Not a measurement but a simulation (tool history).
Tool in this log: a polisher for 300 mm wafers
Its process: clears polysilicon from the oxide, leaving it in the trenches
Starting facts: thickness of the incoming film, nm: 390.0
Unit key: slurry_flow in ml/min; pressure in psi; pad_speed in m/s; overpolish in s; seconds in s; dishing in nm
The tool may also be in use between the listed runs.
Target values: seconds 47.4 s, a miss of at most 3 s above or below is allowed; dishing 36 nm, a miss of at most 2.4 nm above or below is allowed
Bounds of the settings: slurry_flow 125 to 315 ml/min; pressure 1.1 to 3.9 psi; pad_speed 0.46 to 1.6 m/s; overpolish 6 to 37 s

{"run": 1, "hour": 0.0, "slurry_flow": 205, "pressure": 2.5, "pad_speed": 1.02, "overpolish": 19, "seconds": 37.312, "dishing": 55.511}
{"run": 2, "hour": 4.3, "slurry_flow": 205, "pressure": 2.5, "pad_speed": 0.82, "overpolish": 19, "seconds": 45.995, "dishing": 54.097}
{"run": 3, "hour": 6.2, "slurry_flow": 215, "pressure": 2.6, "pad_speed": 0.76, "overpolish": 15, "seconds": 46.775, "dishing": 50.347}
{"run": 4, "hour": 14.2, "slurry_flow": 215, "pressure": 3, "pad_speed": 0.76, "overpolish": 15, "seconds": 41.599, "dishing": 53.822}
{"run": 5, "hour": 18.5, "slurry_flow": 215, "pressure": 2.5, "pad_speed": 0.76, "overpolish": 15, "seconds": 49.676, "dishing": 51.877}
{"run": 6, "hour": 20.0, "slurry_flow": 215, "pressure": 2.5, "pad_speed": 0.86, "overpolish": 15, "seconds": 42.38, "dishing": 51.511}
{"run": 7, "hour": 25.1, "slurry_flow": 250, "pressure": 2, "pad_speed": 0.9, "overpolish": 12, "seconds": 48.457, "dishing": 46.026}
{"run": 8, "hour": 31.4, "slurry_flow": 270, "pressure": 1.7, "pad_speed": 0.98, "overpolish": 10, "seconds": 54.075, "dishing": 40.259}
{"run": 9, "hour": 32.3, "slurry_flow": 315, "pressure": 1.8, "pad_speed": 1.18, "overpolish": 6, "seconds": 42.049, "dishing": 35.829}
{"run": 10, "hour": 40.2, "slurry_flow": 310, "pressure": 1.5, "pad_speed": 1.16, "overpolish": 7, "seconds": 50.609, "dishing": 34.568}
{"hour": 46.1, "done": "slurry nozzle cleaned"}
{"run": 11, "hour": 46.1, "slurry_flow": 315, "pressure": 1.7, "pad_speed": 1.16, "overpolish": 12, "seconds": 41.71, "dishing": 48.501}
{"run": 12, "hour": 52.7, "slurry_flow": 295, "pressure": 1.7, "pad_speed": 1.18, "overpolish": 11, "seconds": 42.864, "dishing": 46.468}
{"run": 13, "hour": 58.9, "slurry_flow": 295, "pressure": 1.7, "pad_speed": 1.18, "overpolish": 11, "seconds": 42.545, "dishing": 47.066}
{"run": 14, "hour": 66.9, "slurry_flow": 295, "pressure": 1.7, "pad_speed": 1.16, "overpolish": 9, "seconds": 43.315, "dishing": 42.909}
{"run": 15, "hour": 69.2, "slurry_flow": 300, "pressure": 1.7, "pad_speed": 1.14, "overpolish": 8, "seconds": 44.857, "dishing": 40.187}
{"run": 16, "hour": 71.5, "slurry_flow": 305, "pressure": 1.7, "pad_speed": 1.12, "overpolish": 7, "seconds": 43.858, "dishing": 36.647}

Exercise: of the 5 proposed moves below, exactly one satisfies all targets within the stated allowed misses. Which move is it?
{"run": "A", "hour": 73.8, "slurry_flow": 250, "pressure": 2.2, "pad_speed": 0.92, "overpolish": 6, "seconds": "?", "dishing": "?"}
{"run": "B", "hour": 73.8, "slurry_flow": 295, "pressure": 2, "pad_speed": 0.88, "overpolish": 7, "seconds": "?", "dishing": "?"}
{"run": "C", "hour": 73.8, "slurry_flow": 310, "pressure": 1.3, "pad_speed": 1.36, "overpolish": 10, "seconds": "?", "dishing": "?"}
{"run": "D", "hour": 73.8, "slurry_flow": 230, "pressure": 2.4, "pad_speed": 0.88, "overpolish": 9, "seconds": "?", "dishing": "?"}
{"run": "E", "hour": 73.8, "slurry_flow": 290, "pressure": 1.5, "pad_speed": 1.16, "overpolish": 11, "seconds": "?", "dishing": "?"}

move=A seconds=43.233 dishing=35.568
move=B seconds=48.697 dishing=36.324
move=C seconds=47.904 dishing=44.215
move=D seconds=41.857 dishing=44.809
move=E seconds=49.138 dishing=45.606
A: misses by more than the last run did
B: in spec on every target
C: puts the biggest miss on target and leaves a different result outside tolerance
D: misses by more than the last run did
E: puts the biggest miss on target and leaves a different result outside tolerance
Correct choice: B, which meets every target
